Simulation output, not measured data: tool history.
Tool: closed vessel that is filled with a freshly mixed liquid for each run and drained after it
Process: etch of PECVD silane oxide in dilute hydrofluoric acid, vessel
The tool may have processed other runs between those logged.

run	hour	temperature setpoint of the liquid (C)	parts of water to one part of 49 % hydrofluoric acid (parts by volume)	time in the liquid (s)	thickness taken off the PECVD silane oxide on a monitor wafer (Å)
1	0.0	25.0	90	105	470.49
2	8.5	25.0	90	110	496.23
3	13.0	26.0	90	110	524.13
4	22.1	26.0	90	110	516.25
5	30.9	26.5	90	110	527.96
6	37.0	27.0	90	110	534.70
7	39.2	27.5	90	110	545.56
8	44.0	28.0	90	110	558.89
9	45.1	28.5	90	110	571.37
10	52.2	28.5	90	110	567.84
11	57.6	29.0	90	110	585.21
12	65.3	29.5	90	110	588.95
13	67.6	30.0	90	110	598.41

Predict the results of run 14:
14	69.9	30.5	90	110	?

Run 14 came out at thickness taken off the PECVD silane oxide on a monitor wafer (Å) 613.72.

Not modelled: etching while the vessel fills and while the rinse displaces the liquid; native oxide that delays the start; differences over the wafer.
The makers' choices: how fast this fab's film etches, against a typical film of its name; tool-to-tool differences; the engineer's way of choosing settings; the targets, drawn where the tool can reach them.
